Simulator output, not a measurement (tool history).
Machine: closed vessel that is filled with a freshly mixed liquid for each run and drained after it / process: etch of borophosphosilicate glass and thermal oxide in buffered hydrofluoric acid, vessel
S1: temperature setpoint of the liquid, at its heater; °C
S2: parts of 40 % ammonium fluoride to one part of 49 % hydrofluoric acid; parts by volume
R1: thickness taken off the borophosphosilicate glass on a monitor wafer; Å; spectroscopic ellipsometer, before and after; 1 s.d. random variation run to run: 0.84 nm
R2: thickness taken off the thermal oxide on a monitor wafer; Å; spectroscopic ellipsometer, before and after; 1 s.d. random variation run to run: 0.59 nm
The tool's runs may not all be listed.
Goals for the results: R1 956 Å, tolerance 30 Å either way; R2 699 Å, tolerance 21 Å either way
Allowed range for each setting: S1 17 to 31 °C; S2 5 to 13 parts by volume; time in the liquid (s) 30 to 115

run 1 hour=0 | S1=23 S2=8 time_in_the_liquid_(s)=60 | R1=1148.1 R2=844.42
run 2 hour=2.7 | S1=26 S2=8 time_in_the_liquid_(s)=60 | R1=1352.4 R2=988.53
run 3 hour=5.1 | S1=24 S2=8 time_in_the_liquid_(s)=60 | R1=1204.1 R2=877.26
run 4 hour=11.2 | S1=22.5 S2=8 time_in_the_liquid_(s)=60 | R1=1115.6 R2=815.2
run 5 hour=13.7 | S1=21 S2=8 time_in_the_liquid_(s)=60 | R1=1034.8 R2=760.23
run 6 hour=18 | S1=21 S2=6.5 time_in_the_liquid_(s)=60 | R1=1303.5 R2=934.62
-- hour=22.2 hydrofluoric acid flow meter replaced
run 7 hour=22.2 | S1=20 S2=6.5 time_in_the_liquid_(s)=60 | R1=1286.3 R2=938.51
run 8 hour=25.2 | S1=19 S2=7 time_in_the_liquid_(s)=60 | R1=1124.8 R2=818.55
run 9 hour=34 | S1=18.5 S2=7 time_in_the_liquid_(s)=60 | R1=1103.2 R2=810.78
run 10 hour=36.2 | S1=18 S2=7 time_in_the_liquid_(s)=60 | R1=1066.3 R2=776.4
run 11 hour=44.3 | S1=17.5 S2=7 time_in_the_liquid_(s)=60 | R1=1046.2 R2=747.73

Exactly one of the 4 candidate moves below puts every result within its allowed miss. Which one?
run A hour=52.4 | S1=29.5 S2=7 time_in_the_liquid_(s)=35 | R1=? R2=?
run B hour=52.4 | S1=18 S2=6.5 time_in_the_liquid_(s)=50 | R1=? R2=?
run C hour=52.4 | S1=23 S2=8 time_in_the_liquid_(s)=50 | R1=? R2=?
run D hour=52.4 | S1=17 S2=6 time_in_the_liquid_(s)=60 | R1=? R2=?

move=A R1=1158.7 R2=845.99
move=B R1=952.1 R2=688.28
move=C R1=1013.5 R2=738.18
move=D R1=1160.3 R2=836.37
A: further off than the last run
B: hits every target within its allowed miss
C: closes in on the targets versus the last run, not all within tolerance yet
D: further off than the last run
The right move is B.

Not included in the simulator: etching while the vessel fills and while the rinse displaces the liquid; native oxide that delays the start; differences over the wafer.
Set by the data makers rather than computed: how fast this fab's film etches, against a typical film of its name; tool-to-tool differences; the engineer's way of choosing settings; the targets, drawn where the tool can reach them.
